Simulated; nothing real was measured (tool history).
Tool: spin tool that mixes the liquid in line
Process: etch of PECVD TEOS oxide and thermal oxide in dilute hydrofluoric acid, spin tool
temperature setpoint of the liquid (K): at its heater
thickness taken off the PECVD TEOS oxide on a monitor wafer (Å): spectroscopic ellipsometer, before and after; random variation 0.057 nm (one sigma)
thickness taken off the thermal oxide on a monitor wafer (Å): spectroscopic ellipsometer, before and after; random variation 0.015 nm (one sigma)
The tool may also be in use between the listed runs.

run,hour,temperature setpoint of the liquid (K),parts of water to one part of 49 % hydrofluoric acid (parts by volume),time under the liquid (s),thickness taken off the PECVD TEOS oxide on a monitor wafer (Å),thickness taken off the thermal oxide on a monitor wafer (Å)
1,0.0,293.15,290,180,135.51,22.564
2,4.0,293.15,290,215,163.20,26.833
3,12.9,293.15,290,285,212.97,36.469
4,18.7,292.65,315,280,187.43,31.423
5,20.0,292.65,335,275,166.97,28.610
# hour 22.6: thermometer replaced
6,22.6,294.65,335,275,170.31,29.680
7,24.7,294.65,335,275,172.14,29.345
8,27.2,294.15,355,270,151.38,26.299
9,30.4,293.65,370,265,140.38,23.412
10,33.5,294.15,385,260,133.38,22.472
11,38.5,294.65,400,250,122.86,21.205
12,39.2,294.65,415,245,115.73,19.179

Forecast run 13:
13,43.0,295.15,425,235,?,?

thickness taken off the PECVD TEOS oxide on a monitor wafer (Å): 110.89
thickness taken off the thermal oxide on a monitor wafer (Å): 17.909
